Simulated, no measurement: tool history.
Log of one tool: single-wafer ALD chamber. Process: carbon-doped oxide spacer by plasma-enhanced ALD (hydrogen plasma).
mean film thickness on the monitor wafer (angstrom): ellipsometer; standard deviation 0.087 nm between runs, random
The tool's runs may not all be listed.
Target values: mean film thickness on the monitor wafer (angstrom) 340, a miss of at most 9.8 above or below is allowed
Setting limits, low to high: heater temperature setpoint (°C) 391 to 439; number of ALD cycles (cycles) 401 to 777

run  hour  heater temperature setpoint (°C)  number of ALD cycles (cycles)  mean film thickness on the monitor wafer (angstrom)
  1     0                               415                            589                                               285.38
  2   8.7                               421                            589                                               281.04
  3  18.1                               421                            517                                               247.36
  4  25.1                               421                            466                                               222.48
  5  32.4                               421                            521                                               249.12
  6  40.6                               420                            544                                               260.23
  7  47.2                               419                            563                                               269.99
  8  53.1                               409                            657                                               324.41
  9  56.2                               409                            661                                               325.11

Next run, 5 choices. One meets every target within its allowed miss, the rest don't. Which?
  A  59.3                               411                            726                                                    ?
  B  59.3                               411                            749                                                    ?
  C  59.3                               410                            746                                                    ?
  D  59.3                               408                            642                                                    ?
  E  59.3                               405                            683                                                    ?

move  mean film thickness on the monitor wafer (angstrom)
   A                                               356.69
   B                                               367.99
   C                                               367.51
   D                                                  318
   E                                               341.07
A: carries the result that was furthest off beyond its target, to the other side
B: carries the result that was furthest off beyond its target, to the other side
C: carries the result that was furthest off beyond its target, to the other side
D: the biggest miss grows against the last run
E: all results land within tolerance of their targets
So the answer is move E, the one that meets all the targets.
